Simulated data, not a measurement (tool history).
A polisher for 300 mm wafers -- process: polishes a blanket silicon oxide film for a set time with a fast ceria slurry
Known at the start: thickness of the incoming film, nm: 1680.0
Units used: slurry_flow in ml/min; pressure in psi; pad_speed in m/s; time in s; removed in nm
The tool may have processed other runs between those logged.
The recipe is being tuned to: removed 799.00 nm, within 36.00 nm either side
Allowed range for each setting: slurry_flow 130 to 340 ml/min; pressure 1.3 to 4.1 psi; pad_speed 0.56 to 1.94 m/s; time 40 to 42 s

run 1 hour=0.0 | slurry_flow=220 pressure=2.7 pad_speed=1.24 time=40 | removed=634.45
run 2 hour=3.3 | slurry_flow=220 pressure=2.8 pad_speed=1.24 time=40 | removed=649.84
run 3 hour=11.0 | slurry_flow=220 pressure=2.8 pad_speed=1.24 time=40 | removed=656.78
run 4 hour=15.6 | slurry_flow=220 pressure=3.2 pad_speed=1.24 time=40 | removed=745.34
run 5 hour=21.1 | slurry_flow=190 pressure=3.2 pad_speed=1.24 time=40 | removed=713.60
run 6 hour=29.5 | slurry_flow=220 pressure=3.2 pad_speed=1.24 time=40 | removed=751.86
run 7 hour=37.3 | slurry_flow=225 pressure=3.2 pad_speed=1.24 time=40 | removed=754.24
run 8 hour=45.0 | slurry_flow=230 pressure=3.2 pad_speed=1.24 time=40 | removed=752.02

Exercise: of the 4 proposed moves below, exactly one satisfies all targets within the stated allowed misses. Which move is it?
run A hour=52.7 | slurry_flow=210 pressure=3.3 pad_speed=1.18 time=40 | removed=?
run B hour=52.7 | slurry_flow=220 pressure=3.5 pad_speed=1.14 time=42 | removed=?
run C hour=52.7 | slurry_flow=240 pressure=2.7 pad_speed=1.28 time=41 | removed=?
run D hour=52.7 | slurry_flow=215 pressure=2.9 pad_speed=1.34 time=40 | removed=?

move=A removed=744.85
move=B removed=806.21
move=C removed=691.47
move=D removed=745.46
A: lands further from the targets than the last run did
B: in spec on every target
C: lands further from the targets than the last run did
D: lands further from the targets than the last run did
Answer: B

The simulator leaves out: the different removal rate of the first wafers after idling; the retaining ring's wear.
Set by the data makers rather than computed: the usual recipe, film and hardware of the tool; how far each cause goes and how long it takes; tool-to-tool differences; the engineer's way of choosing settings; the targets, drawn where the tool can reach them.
